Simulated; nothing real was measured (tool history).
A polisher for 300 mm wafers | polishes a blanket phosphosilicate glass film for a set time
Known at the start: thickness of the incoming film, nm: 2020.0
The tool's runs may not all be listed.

run,day,flow of slurry (ml/min),pressure of the wafer on the pad (kPa),speed of the pad under the wafer (cm/s),abrasive content of the slurry,polishing time (s),film removed (Å)
1,0,210,23.4,84,1,50,4035.4
2,0.05,210,23.4,84,1,50,4052.8
3,0.092,210,24.1,84,1,50,4061.8
4,0.254,210,24.8,84,1,50,4202.7
5,0.383,210,25.5,84,1,50,4237.3
6,0.562,210,25.5,84,1,45,3900.1
7,0.788,210,26.9,84,1,45,4076.4
8,0.917,210,27.6,84,1,45,4063
9,1.262,210,28.3,84,1,45,4249.6

The next listed run, before its measurement:
10,1.604,210,29,84,1,45,?

{"run 10": {"film removed (Å)": 4358.1}}
